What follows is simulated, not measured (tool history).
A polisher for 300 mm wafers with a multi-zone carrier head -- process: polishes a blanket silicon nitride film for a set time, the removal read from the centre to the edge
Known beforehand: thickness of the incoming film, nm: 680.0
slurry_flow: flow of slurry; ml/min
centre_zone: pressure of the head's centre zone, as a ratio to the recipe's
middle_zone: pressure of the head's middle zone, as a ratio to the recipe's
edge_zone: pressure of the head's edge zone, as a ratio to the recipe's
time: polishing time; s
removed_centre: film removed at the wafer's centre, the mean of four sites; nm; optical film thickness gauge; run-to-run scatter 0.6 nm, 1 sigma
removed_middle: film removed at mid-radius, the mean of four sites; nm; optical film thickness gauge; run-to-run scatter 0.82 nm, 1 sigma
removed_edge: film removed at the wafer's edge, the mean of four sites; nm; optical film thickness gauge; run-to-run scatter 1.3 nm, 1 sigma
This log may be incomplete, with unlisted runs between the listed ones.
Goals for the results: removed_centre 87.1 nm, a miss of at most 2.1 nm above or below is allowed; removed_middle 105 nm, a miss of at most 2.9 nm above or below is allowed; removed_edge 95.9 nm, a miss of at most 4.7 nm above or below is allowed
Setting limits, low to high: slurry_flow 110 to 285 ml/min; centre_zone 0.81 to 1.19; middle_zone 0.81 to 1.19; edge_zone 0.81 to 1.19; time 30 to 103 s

run  hour  slurry_flow  centre_zone  middle_zone  edge_zone  time  removed_centre  removed_middle  removed_edge
  1     0          180            1            1          1    66          90.345          91.012        89.441
  2   3.1          185         0.99         1.02       1.01    66          88.992          94.612         90.03
  3  10.9          190         0.98         1.03       1.02    66          90.168          94.145        91.502
  4  15.7          190         0.98          1.1       1.02    66          88.804           98.76         90.91
  5  23.4          190         0.98          1.1       1.02    54          74.088          82.424        74.095
  6  31.5          200         0.97         1.11       1.04    56          75.756          85.055        79.064
  7  34.1          205         0.97         1.12       1.04    58          79.464          89.392        82.206
     39.1  -- worn pad replaced by a new one
  8  39.1          215         0.96         1.13       1.04    59          88.126          99.891        92.013
  9  44.4          215         0.95         1.13       1.04    59          86.846          100.78         92.93
 10  50.8          220         0.94         1.14       1.04    58          84.599          101.44        90.766
 11  55.9          225         0.93         1.13       1.05    58          84.132          99.885        90.548
 12  59.7          235         0.92         1.13       1.06    58          84.741          102.84        93.375
 13  67.9          240         0.92         1.13       1.06    58          84.244          101.48        93.749
 14  76.6          245         0.92         1.13       1.06    58          84.662          101.95        94.137
 15  83.9          250         0.92         1.13       1.06    58          84.465          103.07        92.182
 16  91.8          250         0.92         1.13       1.06    58          85.108          102.03        94.002
 17  94.9          255         0.92         1.13       1.06    58          85.492          101.78        92.178

Pick the move, out of 5, that brings all results within their allowed miss; only one does.
  A    98          260         0.86         1.19       1.06    60               ?               ?             ?
  B    98          240         0.94         1.03       1.17    59               ?               ?             ?
  C    98          250         0.97         1.12       1.13    55               ?               ?             ?
  D    98          260         0.91         1.12       1.05    60               ?               ?             ?
  E    98          260         0.88         1.14       1.06    59               ?               ?             ?

move  removed_centre  removed_middle  removed_edge
   A          82.344          109.43         95.45
   B          87.531          94.111        98.191
   C          84.747          94.698        90.136
   D          87.132          103.83        95.092
   E          82.843          103.68        93.922
A: carries the result that was furthest off beyond its target, to the other side
B: moves away from the targets compared with the last run
C: moves away from the targets compared with the last run
D: hits every target within its allowed miss
E: gets the furthest-off result to its target, but another result is out of tolerance
D is the move that brings every result within its allowed miss.
